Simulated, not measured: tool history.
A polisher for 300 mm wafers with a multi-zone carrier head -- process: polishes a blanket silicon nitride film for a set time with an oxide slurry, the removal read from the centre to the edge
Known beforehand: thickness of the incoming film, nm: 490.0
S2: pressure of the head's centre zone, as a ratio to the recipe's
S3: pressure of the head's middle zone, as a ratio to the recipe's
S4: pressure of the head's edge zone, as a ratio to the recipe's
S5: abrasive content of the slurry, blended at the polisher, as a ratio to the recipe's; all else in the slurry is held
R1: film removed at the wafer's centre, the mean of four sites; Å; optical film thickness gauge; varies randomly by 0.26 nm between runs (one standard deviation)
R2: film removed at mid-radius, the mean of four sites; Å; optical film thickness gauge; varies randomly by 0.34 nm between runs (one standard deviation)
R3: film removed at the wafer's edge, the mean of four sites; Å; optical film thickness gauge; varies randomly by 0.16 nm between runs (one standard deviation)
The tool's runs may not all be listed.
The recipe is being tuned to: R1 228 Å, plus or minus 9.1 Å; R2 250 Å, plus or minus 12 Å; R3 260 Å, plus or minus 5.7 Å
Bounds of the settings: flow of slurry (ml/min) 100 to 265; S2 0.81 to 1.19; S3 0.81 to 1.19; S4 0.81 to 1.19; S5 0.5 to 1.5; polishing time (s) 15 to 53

Run 1, hour 0: flow of slurry (ml/min) 170, S2 1, S3 1, S4 1, S5 1, polishing time (s) 34. Result: R1 431.31 Å, R2 436.55 Å, R3 446.59 Å.
Run 2, hour 3.5: flow of slurry (ml/min) 165, S2 0.98, S3 0.99, S4 0.98, S5 0.9, polishing time (s) 33. Result: R1 380.25 Å, R2 405.71 Å, R3 404.46 Å.
Run 3, hour 5.5: flow of slurry (ml/min) 165, S2 0.98, S3 0.99, S4 0.91, S5 0.9, polishing time (s) 33. Result: R1 379.85 Å, R2 395.76 Å, R3 392.4 Å.
Run 4, hour 13.6: flow of slurry (ml/min) 160, S2 0.97, S3 0.97, S4 0.9, S5 0.85, polishing time (s) 32. Result: R1 362.9 Å, R2 369.52 Å, R3 364.81 Å.
Run 5, hour 15.4: flow of slurry (ml/min) 155, S2 0.94, S3 0.95, S4 0.91, S5 0.8, polishing time (s) 31. Result: R1 329.84 Å, R2 338.84 Å, R3 346.97 Å.
Run 6, hour 22.5: flow of slurry (ml/min) 150, S2 0.92, S3 0.94, S4 0.9, S5 0.75, polishing time (s) 31. Result: R1 306.47 Å, R2 327.55 Å, R3 333.49 Å.
Run 7, hour 30.6: flow of slurry (ml/min) 145, S2 0.91, S3 0.93, S4 0.89, S5 0.7, polishing time (s) 31. Result: R1 299.5 Å, R2 303.52 Å, R3 321.84 Å.
Run 8, hour 32.9: flow of slurry (ml/min) 140, S2 0.9, S3 0.93, S4 0.88, S5 0.65, polishing time (s) 31. Result: R1 276.24 Å, R2 306.67 Å, R3 309.23 Å.
Run 9, hour 34.1: flow of slurry (ml/min) 135, S2 0.89, S3 0.92, S4 0.87, S5 0.65, polishing time (s) 31. Result: R1 264.99 Å, R2 298.24 Å, R3 302.73 Å.
Run 10, hour 38.4: flow of slurry (ml/min) 135, S2 0.89, S3 0.91, S4 0.86, S5 0.65, polishing time (s) 31. Result: R1 267.16 Å, R2 292.63 Å, R3 303.54 Å.
Run 11, hour 40.5: flow of slurry (ml/min) 120, S2 0.87, S3 0.9, S4 0.81, S5 0.5, polishing time (s) 29. Result: R1 216.04 Å, R2 231.4 Å, R3 241.81 Å.

Exercise: of the 4 proposed moves below, exactly one satisfies all targets within the stated allowed misses. Which move is it?
Run A, hour 42.6: flow of slurry (ml/min) 100, S2 1, S3 0.81, S4 0.84, S5 0.5, polishing time (s) 30. Result: R1 ?, R2 ?, R3 ?.
Run B, hour 42.6: flow of slurry (ml/min) 100, S2 0.84, S3 0.9, S4 0.89, S5 0.5, polishing time (s) 31. Result: R1 ?, R2 ?, R3 ?.
Run C, hour 42.6: flow of slurry (ml/min) 100, S2 0.91, S3 0.93, S4 0.87, S5 0.5, polishing time (s) 32. Result: R1 ?, R2 ?, R3 ?.
Run D, hour 42.6: flow of slurry (ml/min) 100, S2 0.99, S3 0.81, S4 0.84, S5 0.5, polishing time (s) 29. Result: R1 ?, R2 ?, R3 ?.

move      R1      R2      R3
   A   236.7  213.39  240.76
   B  205.29  240.64  255.05
   C  229.78  255.18  260.46
   D  226.51  206.28  232.73
A: misses by more than the last run did
B: the furthest-off result lands on target, but another misses its tolerance
C: each result inside its tolerance
D: misses by more than the last run did
C meets every target.

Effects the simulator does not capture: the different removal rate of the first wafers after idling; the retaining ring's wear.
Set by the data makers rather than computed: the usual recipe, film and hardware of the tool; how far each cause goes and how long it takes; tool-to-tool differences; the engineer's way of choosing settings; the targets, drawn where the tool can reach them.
